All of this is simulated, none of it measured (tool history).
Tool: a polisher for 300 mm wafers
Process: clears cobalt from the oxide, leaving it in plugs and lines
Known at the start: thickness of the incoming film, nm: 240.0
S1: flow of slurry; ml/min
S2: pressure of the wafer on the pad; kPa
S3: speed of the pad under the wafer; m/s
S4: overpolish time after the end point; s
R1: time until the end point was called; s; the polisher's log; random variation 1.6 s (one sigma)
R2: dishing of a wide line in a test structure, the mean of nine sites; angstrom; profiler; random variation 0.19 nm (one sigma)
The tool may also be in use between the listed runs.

run	hour	S1	S2	S3	S4	R1	R2
1	0.0	150	14.5	1.00	12	50.007	387.66
2	2.4	150	16.5	1.00	12	42.562	413.36
3	5.0	150	16.5	1.00	17	45.368	506.59
4	7.8	150	16.5	1.00	13	43.792	445.50
5	10.4	150	16.5	1.00	11	44.214	394.06
6	19.0	150	18.6	1.00	11	37.751	424.63
7	24.5	150	18.6	1.00	11	38.639	419.17
8	28.1	135	17.2	0.84	9	51.127	325.58
9	32.9	175	13.1	0.78	4	67.085	129.64

The next listed run, before its measurement:
10	37.6	155	12.4	0.78	4	?	?

{"run 10": {"R1": 73.701, "R2": 119.78}}
